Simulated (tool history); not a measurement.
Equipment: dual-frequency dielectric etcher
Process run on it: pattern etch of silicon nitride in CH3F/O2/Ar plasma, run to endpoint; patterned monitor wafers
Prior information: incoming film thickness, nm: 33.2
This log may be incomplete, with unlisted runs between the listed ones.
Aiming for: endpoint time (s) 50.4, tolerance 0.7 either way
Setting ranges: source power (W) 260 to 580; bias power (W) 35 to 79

Run 1, day 0: source power (W) 420, bias power (W) 57. Result: endpoint time (s) 45.975.
Run 2, day 0.242: source power (W) 400, bias power (W) 57. Result: endpoint time (s) 46.452.
Run 3, day 0.596: source power (W) 400, bias power (W) 67. Result: endpoint time (s) 44.128.
Run 4, day 0.725: source power (W) 400, bias power (W) 71. Result: endpoint time (s) 43.025.
Run 5, day 0.962: source power (W) 400, bias power (W) 79. Result: endpoint time (s) 41.59.
Run 6, day 1.167: source power (W) 370, bias power (W) 76. Result: endpoint time (s) 42.751.
Run 7, day 1.267: source power (W) 350, bias power (W) 72. Result: endpoint time (s) 44.266.
Run 8, day 1.571: source power (W) 330, bias power (W) 69. Result: endpoint time (s) 45.768.
Run 9, day 1.929: source power (W) 330, bias power (W) 69. Result: endpoint time (s) 45.3.
Run 10, day 2.133: source power (W) 320, bias power (W) 66. Result: endpoint time (s) 46.713.
Run 11, day 2.504: source power (W) 310, bias power (W) 65. Result: endpoint time (s) 47.103.
At day 2.621: bias power generator calibrated.
Run 12, day 2.621: source power (W) 300, bias power (W) 64. Result: endpoint time (s) 48.504.
Run 13, day 2.796: source power (W) 290, bias power (W) 64. Result: endpoint time (s) 48.803.

Which one of the following 5 next-run settings gets every result inside its allowed miss? There is exactly one.
Run A, day 2.971: source power (W) 260, bias power (W) 57. Result: endpoint time (s) ?.
Run B, day 2.971: source power (W) 320, bias power (W) 62. Result: endpoint time (s) ?.
Run C, day 2.971: source power (W) 300, bias power (W) 64. Result: endpoint time (s) ?.
Run D, day 2.971: source power (W) 260, bias power (W) 63. Result: endpoint time (s) ?.
Run E, day 2.971: source power (W) 280, bias power (W) 67. Result: endpoint time (s) ?.

move  endpoint time (s)
   A             51.956
   B              48.23
   C             48.316
   D             50.033
   E              48.16
A: the result that was furthest off in the last run now lies on the other side of its target
B: the biggest miss grows against the last run
C: the biggest miss grows against the last run
D: meets every target
E: the biggest miss grows against the last run
D meets every target.
